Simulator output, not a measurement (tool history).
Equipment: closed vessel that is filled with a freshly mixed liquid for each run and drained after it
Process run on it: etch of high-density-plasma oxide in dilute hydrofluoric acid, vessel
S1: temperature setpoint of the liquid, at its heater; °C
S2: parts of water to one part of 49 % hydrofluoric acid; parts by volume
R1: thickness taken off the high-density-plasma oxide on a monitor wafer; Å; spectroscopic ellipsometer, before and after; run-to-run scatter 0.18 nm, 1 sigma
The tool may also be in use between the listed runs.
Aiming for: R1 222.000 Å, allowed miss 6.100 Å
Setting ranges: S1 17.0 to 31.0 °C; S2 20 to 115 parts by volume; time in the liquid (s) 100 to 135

{"run": 1, "hour": 0.0, "S1": 23.0, "S2": 65, "time in the liquid (s)": 135, "R1": 105.77}
{"run": 2, "hour": 1.1, "S1": 23.0, "S2": 65, "time in the liquid (s)": 100, "R1": 77.522}
{"run": 3, "hour": 2.4, "S1": 24.5, "S2": 55, "time in the liquid (s)": 100, "R1": 98.42}
{"run": 4, "hour": 10.1, "S1": 25.5, "S2": 50, "time in the liquid (s)": 105, "R1": 119.67}
{"run": 5, "hour": 12.8, "S1": 25.5, "S2": 50, "time in the liquid (s)": 135, "R1": 155.58}
{"run": 6, "hour": 20.0, "S1": 24.0, "S2": 50, "time in the liquid (s)": 135, "R1": 146.64}
{"run": 7, "hour": 28.5, "S1": 25.0, "S2": 45, "time in the liquid (s)": 135, "R1": 169.65}
{"run": 8, "hour": 31.4, "S1": 29.0, "S2": 45, "time in the liquid (s)": 135, "R1": 200.01}
{"run": 9, "hour": 38.1, "S1": 29.5, "S2": 45, "time in the liquid (s)": 135, "R1": 202.63}
{"run": 10, "hour": 45.1, "S1": 30.0, "S2": 45, "time in the liquid (s)": 135, "R1": 206.77}
{"run": 11, "hour": 51.2, "S1": 30.5, "S2": 45, "time in the liquid (s)": 135, "R1": 214.84}

Which one of the following 4 next-run settings gets every result inside its allowed miss? There is exactly one.
{"run": "A", "hour": 57.3, "S1": 28.5, "S2": 35, "time in the liquid (s)": 110, "R1": "?"}
{"run": "B", "hour": 57.3, "S1": 31.0, "S2": 45, "time in the liquid (s)": 130, "R1": "?"}
{"run": "C", "hour": 57.3, "S1": 30.0, "S2": 35, "time in the liquid (s)": 110, "R1": "?"}
{"run": "D", "hour": 57.3, "S1": 28.0, "S2": 35, "time in the liquid (s)": 110, "R1": "?"}

move=A R1=210.050
move=B R1=209.940
move=C R1=223.050
move=D R1=205.850
A: misses by more than the last run did
B: misses by more than the last run did
C: all results in spec
D: misses by more than the last run did
The move that meets every target is C.
